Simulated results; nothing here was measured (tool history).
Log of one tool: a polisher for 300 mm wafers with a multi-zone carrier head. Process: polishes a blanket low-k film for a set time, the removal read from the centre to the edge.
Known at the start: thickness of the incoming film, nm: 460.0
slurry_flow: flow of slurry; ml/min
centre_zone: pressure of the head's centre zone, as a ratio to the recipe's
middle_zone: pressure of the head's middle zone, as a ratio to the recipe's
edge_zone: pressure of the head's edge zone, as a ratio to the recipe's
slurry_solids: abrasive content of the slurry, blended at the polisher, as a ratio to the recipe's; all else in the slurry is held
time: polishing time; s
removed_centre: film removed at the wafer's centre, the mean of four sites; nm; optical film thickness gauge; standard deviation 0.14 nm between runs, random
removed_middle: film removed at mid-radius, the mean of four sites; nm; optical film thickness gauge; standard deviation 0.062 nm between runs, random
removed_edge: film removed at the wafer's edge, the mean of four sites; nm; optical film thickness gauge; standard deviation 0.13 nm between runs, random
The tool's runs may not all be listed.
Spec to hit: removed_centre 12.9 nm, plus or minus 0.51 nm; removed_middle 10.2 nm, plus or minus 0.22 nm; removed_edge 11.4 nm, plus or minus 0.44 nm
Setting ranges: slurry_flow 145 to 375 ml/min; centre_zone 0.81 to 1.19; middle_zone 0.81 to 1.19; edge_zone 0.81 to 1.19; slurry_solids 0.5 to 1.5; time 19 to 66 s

Run 1, hour 0: slurry_flow 240 ml/min, centre_zone 1, middle_zone 1, edge_zone 1, slurry_solids 1, time 42 s. Result: removed_centre 13.956 nm, removed_middle 14.152 nm, removed_edge 13.914 nm.
Run 2, hour 7.1: slurry_flow 235 ml/min, centre_zone 1.01, middle_zone 0.97, edge_zone 0.98, slurry_solids 0.95, time 42 s. Result: removed_centre 14.103 nm, removed_middle 13.446 nm, removed_edge 13.442 nm.
Run 3, hour 10.6: slurry_flow 235 ml/min, centre_zone 0.97, middle_zone 0.97, edge_zone 0.98, slurry_solids 0.95, time 42 s. Result: removed_centre 13.371 nm, removed_middle 13.409 nm, removed_edge 13.539 nm.
Run 4, hour 18.8: slurry_flow 230 ml/min, centre_zone 0.98, middle_zone 0.94, edge_zone 0.96, slurry_solids 0.9, time 42 s. Result: removed_centre 13.139 nm, removed_middle 12.661 nm, removed_edge 13.2 nm.
Run 5, hour 21.3: slurry_flow 230 ml/min, centre_zone 0.98, middle_zone 0.91, edge_zone 0.96, slurry_solids 0.9, time 42 s. Result: removed_centre 13.222 nm, removed_middle 12.3 nm, removed_edge 12.671 nm.
Run 6, hour 27.9: slurry_flow 230 ml/min, centre_zone 0.98, middle_zone 0.97, edge_zone 0.96, slurry_solids 0.9, time 42 s. Result: removed_centre 13.178 nm, removed_middle 12.989 nm, removed_edge 12.887 nm.
Run 7, hour 35.6: slurry_flow 220 ml/min, centre_zone 0.99, middle_zone 0.94, edge_zone 0.95, slurry_solids 0.9, time 42 s. Result: removed_centre 13.242 nm, removed_middle 12.456 nm, removed_edge 12.802 nm.
Run 8, hour 43.8: slurry_flow 210 ml/min, centre_zone 0.99, middle_zone 0.92, edge_zone 0.93, slurry_solids 0.9, time 42 s. Result: removed_centre 13.191 nm, removed_middle 12.358 nm, removed_edge 12.674 nm.
Run 9, hour 48.9: slurry_flow 205 ml/min, centre_zone 1.09, middle_zone 0.82, edge_zone 0.93, slurry_solids 0.65, time 42 s. Result: removed_centre 11.719 nm, removed_middle 9.2857 nm, removed_edge 10.371 nm.
Run 10, hour 52.9: slurry_flow 220 ml/min, centre_zone 1.09, middle_zone 0.83, edge_zone 0.94, slurry_solids 0.65, time 42 s. Result: removed_centre 11.844 nm, removed_middle 9.4625 nm, removed_edge 10.589 nm.
Run 11, hour 60: slurry_flow 235 ml/min, centre_zone 1.1, middle_zone 0.84, edge_zone 0.95, slurry_solids 0.65, time 42 s. Result: removed_centre 12.076 nm, removed_middle 9.5253 nm, removed_edge 10.622 nm.
Run 12, hour 68.5: slurry_flow 245 ml/min, centre_zone 1.1, middle_zone 0.85, edge_zone 0.96, slurry_solids 0.65, time 42 s. Result: removed_centre 11.818 nm, removed_middle 9.6227 nm, removed_edge 10.699 nm.
Run 13, hour 70.4: slurry_flow 245 ml/min, centre_zone 1.11, middle_zone 0.85, edge_zone 0.97, slurry_solids 0.65, time 42 s. Result: removed_centre 12.095 nm, removed_middle 9.5853 nm, removed_edge 10.736 nm.
Run 14, hour 72.8: slurry_flow 315 ml/min, centre_zone 1.12, middle_zone 0.88, edge_zone 1.03, slurry_solids 0.7, time 42 s. Result: removed_centre 13.16 nm, removed_middle 10.634 nm, removed_edge 11.871 nm.

4 candidate next runs follow, results not yet known. Just one meets every target within its allowed miss. Identify it.
Run A, hour 75.2: slurry_flow 245 ml/min, centre_zone 1.09, middle_zone 0.82, edge_zone 1, slurry_solids 0.7, time 45 s. Result: removed_centre ?, removed_middle ?, removed_edge ?.
Run B, hour 75.2: slurry_flow 325 ml/min, centre_zone 1.13, middle_zone 0.88, edge_zone 1.04, slurry_solids 0.55, time 48 s. Result: removed_centre ?, removed_middle ?, removed_edge ?.
Run C, hour 75.2: slurry_flow 320 ml/min, centre_zone 1.16, middle_zone 1, edge_zone 1, slurry_solids 0.65, time 42 s. Result: removed_centre ?, removed_middle ?, removed_edge ?.
Run D, hour 75.2: slurry_flow 255 ml/min, centre_zone 1.11, middle_zone 1, edge_zone 0.98, slurry_solids 0.75, time 39 s. Result: removed_centre ?, removed_middle ?, removed_edge ?.

move  removed_centre  removed_middle  removed_edge
   A          13.509          10.577        12.215
   B          12.892           10.24        11.355
   C           13.09          11.179        10.996
   D          12.526          11.208        10.962
A: nearer the targets than the last run, but a result is still out of spec
B: hits every target within its allowed miss
C: the biggest miss grows against the last run
D: the biggest miss grows against the last run
Move B is the one to make.
